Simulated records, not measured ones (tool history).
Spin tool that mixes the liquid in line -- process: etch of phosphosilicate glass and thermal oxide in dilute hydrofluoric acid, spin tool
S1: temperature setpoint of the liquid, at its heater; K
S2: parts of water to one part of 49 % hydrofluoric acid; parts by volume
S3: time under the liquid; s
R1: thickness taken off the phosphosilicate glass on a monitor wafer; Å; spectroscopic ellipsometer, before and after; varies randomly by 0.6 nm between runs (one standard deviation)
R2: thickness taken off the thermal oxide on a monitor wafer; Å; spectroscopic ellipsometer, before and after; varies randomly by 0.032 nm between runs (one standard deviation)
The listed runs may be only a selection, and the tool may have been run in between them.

run 1 hour=0.0 | S1=298.15 S2=40 S3=30 | R1=1032.00 R2=43.075
run 2 hour=3.8 | S1=297.15 S2=40 S3=30 | R1=987.83 R2=41.239
run 3 hour=10.4 | S1=297.15 S2=40 S3=35 | R1=1166.80 R2=48.613
run 4 hour=15.1 | S1=297.15 S2=40 S3=20 | R1=669.17 R2=28.081
run 5 hour=19.8 | S1=297.15 S2=40 S3=30 | R1=988.34 R2=41.820
run 6 hour=22.3 | S1=297.15 S2=40 S3=45 | R1=1486.80 R2=61.362
run 7 hour=26.5 | S1=295.15 S2=40 S3=45 | R1=1360.40 R2=57.510

What will run 8 give?
run 8 hour=34.2 | S1=294.15 S2=45 S3=45 | R1=? R2=?

{"run 8": {"R1": 1154.9, "R2": 49.133}}

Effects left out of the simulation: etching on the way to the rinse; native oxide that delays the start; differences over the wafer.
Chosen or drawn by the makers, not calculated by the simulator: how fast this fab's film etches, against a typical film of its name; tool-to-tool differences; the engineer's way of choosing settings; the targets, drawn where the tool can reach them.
